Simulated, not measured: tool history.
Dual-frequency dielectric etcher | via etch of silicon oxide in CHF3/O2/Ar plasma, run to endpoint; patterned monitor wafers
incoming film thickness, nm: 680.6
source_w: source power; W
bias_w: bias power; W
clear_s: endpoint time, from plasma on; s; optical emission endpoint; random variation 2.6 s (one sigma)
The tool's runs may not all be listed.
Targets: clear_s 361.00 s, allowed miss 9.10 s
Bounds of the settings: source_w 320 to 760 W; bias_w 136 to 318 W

| run | hour | source_w | bias_w | clear_s |
|---|---|---|---|---|
| 1 | 0.0 | 540 | 227 | 315.10 |
| 2 | 6.5 | 510 | 224 | 319.93 |
| 3 | 15.0 | 490 | 219 | 329.37 |
| 4 | 17.7 | 490 | 247 | 318.78 |
| 5 | 24.7 | 490 | 283 | 308.19 |
| 6 | 30.9 | 490 | 247 | 319.59 |
| 7 | 39.1 | 470 | 244 | 330.40 |
| 8 | 41.0 | 460 | 243 | 330.45 |
| 9 | 43.2 | 350 | 224 | 388.64 |
| 10 | 44.9 | 420 | 229 | 349.04 |

Which of these 5 next moves meets every target?
| A | 46.6 | 460 | 243 | ? |
| B | 46.6 | 450 | 237 | ? |
| C | 46.6 | 420 | 213 | ? |
| D | 46.6 | 410 | 281 | ? |
| E | 46.6 | 440 | 249 | ? |

| move | clear_s |
|---|---|
| A | 333.38 |
| B | 339.16 |
| C | 360.58 |
| D | 338.81 |
| E | 338.40 |
A: further off than the last run
B: further off than the last run
C: meets every target
D: further off than the last run
E: further off than the last run
The right move is C.

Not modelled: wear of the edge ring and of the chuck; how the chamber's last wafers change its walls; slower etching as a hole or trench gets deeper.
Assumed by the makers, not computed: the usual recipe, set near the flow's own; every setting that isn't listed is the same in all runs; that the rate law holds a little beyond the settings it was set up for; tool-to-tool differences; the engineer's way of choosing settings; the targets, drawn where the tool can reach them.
